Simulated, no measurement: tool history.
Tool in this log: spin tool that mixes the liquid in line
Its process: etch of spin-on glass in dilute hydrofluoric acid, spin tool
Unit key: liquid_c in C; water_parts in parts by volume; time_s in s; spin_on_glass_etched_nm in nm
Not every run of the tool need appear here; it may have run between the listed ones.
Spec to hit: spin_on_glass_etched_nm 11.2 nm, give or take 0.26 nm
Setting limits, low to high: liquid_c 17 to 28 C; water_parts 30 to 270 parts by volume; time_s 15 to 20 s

Run 1, day 0: liquid_c 20 C, water_parts 150 parts by volume, time_s 20 s. Result: spin_on_glass_etched_nm 3.4543 nm.
Run 2, day 0.179: liquid_c 22.5 C, water_parts 115 parts by volume, time_s 20 s. Result: spin_on_glass_etched_nm 5.1984 nm.
Run 3, day 0.546: liquid_c 22.5 C, water_parts 150 parts by volume, time_s 20 s. Result: spin_on_glass_etched_nm 3.8048 nm.
Run 4, day 0.9: liquid_c 24 C, water_parts 120 parts by volume, time_s 20 s. Result: spin_on_glass_etched_nm 5.2852 nm.
Run 5, day 1.096: liquid_c 24 C, water_parts 120 parts by volume, time_s 15 s. Result: spin_on_glass_etched_nm 3.9538 nm.
Run 6, day 1.262: liquid_c 24 C, water_parts 85 parts by volume, time_s 15 s. Result: spin_on_glass_etched_nm 5.8246 nm.
Run 7, day 1.433: liquid_c 25 C, water_parts 70 parts by volume, time_s 15 s. Result: spin_on_glass_etched_nm 7.4218 nm.
Run 8, day 1.517: liquid_c 26 C, water_parts 60 parts by volume, time_s 15 s. Result: spin_on_glass_etched_nm 9.1776 nm.
Run 9, day 1.783: liquid_c 26.5 C, water_parts 60 parts by volume, time_s 15 s. Result: spin_on_glass_etched_nm 9.4433 nm.
Run 10, day 1.938: liquid_c 27 C, water_parts 60 parts by volume, time_s 15 s. Result: spin_on_glass_etched_nm 9.5811 nm.
Run 11, day 1.962: liquid_c 27.5 C, water_parts 55 parts by volume, time_s 15 s. Result: spin_on_glass_etched_nm 10.739 nm.

Pick the move, out of 5, that brings all results within their allowed miss; only one does.
Run A, day 1.988: liquid_c 26 C, water_parts 55 parts by volume, time_s 15 s. Result: spin_on_glass_etched_nm ?.
Run B, day 1.988: liquid_c 28 C, water_parts 70 parts by volume, time_s 20 s. Result: spin_on_glass_etched_nm ?.
Run C, day 1.988: liquid_c 27 C, water_parts 55 parts by volume, time_s 15 s. Result: spin_on_glass_etched_nm ?.
Run D, day 1.988: liquid_c 23.5 C, water_parts 50 parts by volume, time_s 15 s. Result: spin_on_glass_etched_nm ?.
Run E, day 1.988: liquid_c 25 C, water_parts 70 parts by volume, time_s 20 s. Result: spin_on_glass_etched_nm ?.

move  spin_on_glass_etched_nm
   A                   10.114
   B                   11.234
   C                   10.529
   D                   10.114
   E                   9.9736
A: lands further from the targets than the last run did
B: all results in spec
C: lands further from the targets than the last run did
D: lands further from the targets than the last run did
E: lands further from the targets than the last run did
Answer: B
